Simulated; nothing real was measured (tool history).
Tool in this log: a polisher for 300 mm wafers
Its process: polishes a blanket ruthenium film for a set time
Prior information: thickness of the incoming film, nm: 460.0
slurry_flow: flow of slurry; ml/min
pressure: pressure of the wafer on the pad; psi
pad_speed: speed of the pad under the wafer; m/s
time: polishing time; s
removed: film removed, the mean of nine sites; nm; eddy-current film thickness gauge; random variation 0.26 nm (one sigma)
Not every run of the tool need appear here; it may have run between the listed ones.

run  hour  slurry_flow  pressure  pad_speed  time  removed
  1   0.0          235       2.7       0.92    25   39.413
  2   3.3          265       2.7       0.92    25   40.198
  3   4.7          265       2.4       0.92    25   35.424
  4   5.4          265       2.4       1.08    25   42.443
  5  10.0          290       2.4       1.08    25   42.214
  6  18.4          290       2.4       1.08    25   41.395

For run 7, what comes out?
  7  19.0          290       2.3       1.08    25        ?

removed: 39.858 nm
